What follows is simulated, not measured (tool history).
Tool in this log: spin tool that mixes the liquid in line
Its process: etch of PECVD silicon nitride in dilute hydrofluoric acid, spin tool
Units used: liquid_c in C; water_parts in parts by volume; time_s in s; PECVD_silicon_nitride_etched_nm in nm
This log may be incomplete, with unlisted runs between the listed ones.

run	hour	liquid_c	water_parts	time_s	PECVD_silicon_nitride_etched_nm
1	0.0	22.0	85	320	7.0301
2	6.3	24.5	80	320	8.7642
3	12.4	24.5	105	320	6.7935
4	20.9	24.5	120	320	5.9326
5	23.5	24.5	120	320	5.9124
6	26.6	24.5	135	320	5.2807
7	27.6	28.5	105	325	8.9016
8	35.2	29.0	90	325	10.6660

The next listed run, before its measurement:
9	37.3	29.5	80	325	?

{"run 9": {"PECVD_silicon_nitride_etched_nm": 12.633}}

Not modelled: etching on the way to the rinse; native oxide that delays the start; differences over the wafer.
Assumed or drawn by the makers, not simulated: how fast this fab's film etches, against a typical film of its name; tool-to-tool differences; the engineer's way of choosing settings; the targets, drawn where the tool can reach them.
